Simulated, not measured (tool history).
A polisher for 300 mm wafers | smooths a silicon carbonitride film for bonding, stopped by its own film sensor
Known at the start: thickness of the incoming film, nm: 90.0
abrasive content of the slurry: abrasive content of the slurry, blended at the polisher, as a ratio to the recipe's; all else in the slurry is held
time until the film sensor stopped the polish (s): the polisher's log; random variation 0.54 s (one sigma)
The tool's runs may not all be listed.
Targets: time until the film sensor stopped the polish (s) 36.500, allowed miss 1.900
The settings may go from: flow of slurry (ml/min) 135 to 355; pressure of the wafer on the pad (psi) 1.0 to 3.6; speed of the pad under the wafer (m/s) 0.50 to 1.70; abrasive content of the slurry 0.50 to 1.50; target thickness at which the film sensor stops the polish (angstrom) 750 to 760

run,hour,flow of slurry (ml/min),pressure of the wafer on the pad (psi),speed of the pad under the wafer (m/s),abrasive content of the slurry,target thickness at which the film sensor stops the polish (angstrom),time until the film sensor stopped the polish (s)
1,0.0,225,2.3,1.10,1.00,760,48.018
2,2.4,225,2.0,1.10,1.00,760,52.890
3,6.9,225,2.0,1.10,0.85,760,57.172
4,12.9,225,2.0,1.10,0.85,750,60.803
5,16.8,225,2.0,1.24,0.85,750,55.443
6,19.5,260,2.0,1.24,0.85,750,54.679
7,27.2,260,2.0,1.24,0.85,750,54.979
8,30.3,260,2.2,1.26,0.85,750,50.457
9,36.0,260,2.4,1.28,0.85,750,47.138
10,37.0,260,2.4,1.28,0.85,750,47.086
11,42.7,260,2.4,1.28,0.85,750,46.875
12,48.2,260,2.5,1.30,0.85,750,45.831
13,54.0,260,3.1,1.36,0.85,750,38.136

4 next moves are on the table. One of them brings every result within its allowed miss. Which?
A,59.8,245,3.0,1.44,0.75,750,?
B,59.8,250,2.8,1.50,0.60,760,?
C,59.8,190,3.1,1.18,1.15,750,?
D,59.8,300,3.3,1.34,0.90,750,?

move,time until the film sensor stopped the polish (s)
A,39.652
B,41.860
C,38.928
D,35.404
A: further off than the last run
B: further off than the last run
C: further off than the last run
D: meets every target
Answer: D
